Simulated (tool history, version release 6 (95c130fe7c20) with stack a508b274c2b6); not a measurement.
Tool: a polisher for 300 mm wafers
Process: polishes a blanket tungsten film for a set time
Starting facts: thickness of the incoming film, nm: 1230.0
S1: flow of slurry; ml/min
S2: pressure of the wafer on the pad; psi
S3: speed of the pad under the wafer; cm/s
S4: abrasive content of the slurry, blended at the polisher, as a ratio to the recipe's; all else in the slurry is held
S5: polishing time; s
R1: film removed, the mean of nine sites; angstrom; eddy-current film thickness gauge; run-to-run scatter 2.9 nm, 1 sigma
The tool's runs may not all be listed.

run 1 hour=0 | S1=265 S2=2.8 S3=100 S4=1 S5=43 | R1=1451.3
run 2 hour=8.3 | S1=265 S2=2.8 S3=100 S4=0.9 S5=43 | R1=1376.8
run 3 hour=12.9 | S1=265 S2=2.9 S3=100 S4=0.9 S5=43 | R1=1474.8
run 4 hour=17.8 | S1=200 S2=2.9 S3=100 S4=0.9 S5=43 | R1=1389.9
run 5 hour=21 | S1=200 S2=2.9 S3=84 S4=0.9 S5=43 | R1=1179.4
run 6 hour=29 | S1=200 S2=2.9 S3=84 S4=1.05 S5=43 | R1=1259.8
run 7 hour=36.7 | S1=200 S2=3 S3=84 S4=1.05 S5=43 | R1=1249.1
run 8 hour=43.1 | S1=200 S2=3.1 S3=84 S4=1.05 S5=43 | R1=1332.5
run 9 hour=51.1 | S1=200 S2=3.2 S3=84 S4=1.05 S5=43 | R1=1335.4
run 10 hour=56.7 | S1=200 S2=3.3 S3=84 S4=1.05 S5=43 | R1=1411.4

Estimate the outcome of run 11 from the log above:
run 11 hour=61.2 | S1=200 S2=3.4 S3=84 S4=1.05 S5=43 | R1=?

Run 11 measured R1 1470.7 angstrom.

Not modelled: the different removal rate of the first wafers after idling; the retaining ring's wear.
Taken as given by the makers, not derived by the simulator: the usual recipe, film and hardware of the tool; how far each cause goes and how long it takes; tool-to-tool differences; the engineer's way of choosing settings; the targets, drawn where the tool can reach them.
